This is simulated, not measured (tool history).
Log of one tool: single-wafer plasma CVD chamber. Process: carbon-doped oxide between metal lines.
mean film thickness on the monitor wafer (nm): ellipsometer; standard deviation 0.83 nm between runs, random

run  hour  heater temperature setpoint (°C)  chamber pressure (mTorr)  RF power (kW)  deposition time (s)  mean film thickness on the monitor wafer (nm)
  1   0.0                               345                      6570          0.655                 29.1                                         192.49
  2   4.2                               345                      6570          0.735                 29.1                                         206.00
  3  10.8                               350                      6570          0.735                 29.1                                         204.08
  4  18.8                               352                      6400          0.675                 29.1                                         193.95
  5  26.3                               352                      6400          0.675                 30.0                                         199.36
  6  28.7                               352                      6400          0.675                 29.1                                         192.88
  7  30.0                               354                      6300          0.630                 29.1                                         183.79
  8  38.2                               355                      6220          0.600                 29.1                                         176.68

Forecast run 9:
  9  46.0                               356                      6140          0.585                 29.1                                              ?

mean film thickness on the monitor wafer (nm): 172.75
